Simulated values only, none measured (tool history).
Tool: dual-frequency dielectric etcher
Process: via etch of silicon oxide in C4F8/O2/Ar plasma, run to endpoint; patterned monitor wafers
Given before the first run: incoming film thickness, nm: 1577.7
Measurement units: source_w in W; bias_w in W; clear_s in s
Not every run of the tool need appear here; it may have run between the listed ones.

Run 1, hour 0: source_w 2390 W, bias_w 1479 W. Result: clear_s 302.31 s.
Run 2, hour 1.6: source_w 2530 W, bias_w 1504 W. Result: clear_s 293.21 s.
Run 3, hour 6.9: source_w 2230 W, bias_w 1504 W. Result: clear_s 306.16 s.
Run 4, hour 11.1: source_w 1900 W, bias_w 1504 W. Result: clear_s 320.65 s.
Run 5, hour 15.3: source_w 2150 W, bias_w 1560 W. Result: clear_s 307.49 s.
Run 6, hour 15.9: source_w 2150 W, bias_w 1299 W. Result: clear_s 325.74 s.

Forecast run 7:
Run 7, hour 21: source_w 2410 W, bias_w 1349 W. Result: clear_s ?.

Run 7 gave clear_s 308.83 s.

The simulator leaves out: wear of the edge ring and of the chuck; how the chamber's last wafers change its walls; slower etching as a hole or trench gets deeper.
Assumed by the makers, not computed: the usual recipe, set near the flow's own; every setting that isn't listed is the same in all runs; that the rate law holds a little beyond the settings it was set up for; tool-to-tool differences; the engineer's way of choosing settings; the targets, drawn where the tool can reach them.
